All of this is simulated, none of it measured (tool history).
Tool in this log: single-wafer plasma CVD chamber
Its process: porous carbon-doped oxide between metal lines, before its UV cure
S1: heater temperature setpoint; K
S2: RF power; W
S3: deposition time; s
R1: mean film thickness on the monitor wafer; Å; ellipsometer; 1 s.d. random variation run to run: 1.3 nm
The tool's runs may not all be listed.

Run 1, hour 0.0: S1 558.15 K, S2 640 W, S3 28.3 s. Result: R1 1887.7 Å.
Run 2, hour 3.0: S1 556.15 K, S2 645 W, S3 28.3 s. Result: R1 1880.3 Å.
Run 3, hour 6.2: S1 561.15 K, S2 645 W, S3 28.3 s. Result: R1 1832.7 Å.
Run 4, hour 10.5: S1 558.15 K, S2 650 W, S3 28.3 s. Result: R1 1896.5 Å.
Run 5, hour 15.3: S1 552.15 K, S2 650 W, S3 28.3 s. Result: R1 1963.7 Å.
Run 6, hour 23.9: S1 550.15 K, S2 655 W, S3 28.3 s. Result: R1 2000.5 Å.
Run 7, hour 27.0: S1 549.15 K, S2 660 W, S3 28.3 s. Result: R1 2007.3 Å.
Run 8, hour 33.4: S1 548.15 K, S2 665 W, S3 28.3 s. Result: R1 2067.9 Å.
Run 9, hour 38.3: S1 547.15 K, S2 665 W, S3 28.3 s. Result: R1 2040.3 Å.
At hour 45.1: RF generator calibrated.
Run 10, hour 45.1: S1 536.15 K, S2 735 W, S3 28.3 s. Result: R1 2494.4 Å.
Run 11, hour 50.5: S1 537.15 K, S2 735 W, S3 28.3 s. Result: R1 2515.1 Å.
Run 12, hour 54.4: S1 538.15 K, S2 735 W, S3 28.3 s. Result: R1 2471.1 Å.
Run 13, hour 61.8: S1 539.15 K, S2 735 W, S3 28.3 s. Result: R1 2441.1 Å.
Run 14, hour 64.7: S1 540.15 K, S2 735 W, S3 28.3 s. Result: R1 2444.9 Å.
Run 15, hour 65.7: S1 540.15 K, S2 735 W, S3 28.3 s. Result: R1 2431.1 Å.
Run 16, hour 73.0: S1 541.15 K, S2 735 W, S3 28.3 s. Result: R1 2442.5 Å.
Run 17, hour 79.9: S1 542.15 K, S2 735 W, S3 28.3 s. Result: R1 2410.1 Å.
Run 18, hour 83.4: S1 543.15 K, S2 735 W, S3 28.3 s. Result: R1 2390.8 Å.
Run 19, hour 90.2: S1 543.15 K, S2 735 W, S3 28.3 s. Result: R1 2401.0 Å.
Run 20, hour 93.0: S1 544.15 K, S2 735 W, S3 28.3 s. Result: R1 2387.2 Å.

What does the tool deliver on the next run?
Run 21, hour 96.5: S1 545.15 K, S2 735 W, S3 28.3 s. Result: R1 ?.

Run 21 came out at R1 2376.7 Å.
